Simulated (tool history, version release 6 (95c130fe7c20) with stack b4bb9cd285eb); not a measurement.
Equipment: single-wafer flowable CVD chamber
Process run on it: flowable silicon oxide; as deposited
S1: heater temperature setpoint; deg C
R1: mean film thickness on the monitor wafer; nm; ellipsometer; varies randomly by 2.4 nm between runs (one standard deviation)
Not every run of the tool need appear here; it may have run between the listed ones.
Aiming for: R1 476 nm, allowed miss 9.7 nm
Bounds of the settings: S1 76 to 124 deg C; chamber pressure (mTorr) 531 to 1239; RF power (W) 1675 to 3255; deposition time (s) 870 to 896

{"run": 1, "hour": 0.0, "S1": 100, "chamber pressure (mTorr)": 885, "RF power (W)": 2465, "deposition time (s)": 870, "R1": 633.39}
{"run": 2, "hour": 7.8, "S1": 100, "chamber pressure (mTorr)": 1002, "RF power (W)": 2465, "deposition time (s)": 870, "R1": 708.25}
{"run": 3, "hour": 16.2, "S1": 103, "chamber pressure (mTorr)": 1001, "RF power (W)": 2465, "deposition time (s)": 870, "R1": 642.06}
{"run": 4, "hour": 18.8, "S1": 103, "chamber pressure (mTorr)": 1001, "RF power (W)": 2465, "deposition time (s)": 896, "R1": 661.28}
{"hour": 21.2, "done": "capacitance manometer re-zeroed and calibrated"}
{"run": 5, "hour": 21.2, "S1": 111, "chamber pressure (mTorr)": 1001, "RF power (W)": 2465, "deposition time (s)": 896, "R1": 525.36}
{"run": 6, "hour": 26.1, "S1": 112, "chamber pressure (mTorr)": 1001, "RF power (W)": 2465, "deposition time (s)": 896, "R1": 511.76}
{"run": 7, "hour": 29.7, "S1": 113, "chamber pressure (mTorr)": 1001, "RF power (W)": 2465, "deposition time (s)": 896, "R1": 497.74}
{"run": 8, "hour": 37.3, "S1": 113, "chamber pressure (mTorr)": 1001, "RF power (W)": 2465, "deposition time (s)": 896, "R1": 496.68}

Exactly one of the 5 candidate moves below puts every result within its allowed miss. Which one?
{"run": "A", "hour": 44.9, "S1": 115, "chamber pressure (mTorr)": 1084, "RF power (W)": 2155, "deposition time (s)": 896, "R1": "?"}
{"run": "B", "hour": 44.9, "S1": 105, "chamber pressure (mTorr)": 797, "RF power (W)": 2595, "deposition time (s)": 870, "R1": "?"}
{"run": "C", "hour": 44.9, "S1": 116, "chamber pressure (mTorr)": 1037, "RF power (W)": 2420, "deposition time (s)": 870, "R1": "?"}
{"run": "D", "hour": 44.9, "S1": 115, "chamber pressure (mTorr)": 1088, "RF power (W)": 2380, "deposition time (s)": 889, "R1": "?"}
{"run": "E", "hour": 44.9, "S1": 113, "chamber pressure (mTorr)": 993, "RF power (W)": 2445, "deposition time (s)": 870, "R1": "?"}

move=A R1=498.16
move=B R1=505.75
move=C R1=456.88
move=D R1=503.29
move=E R1=480.72
A: further off than the last run
B: further off than the last run
C: takes the biggest miss from the last run beyond its target
D: further off than the last run
E: in spec on every target
Go with E: it meets all targets.
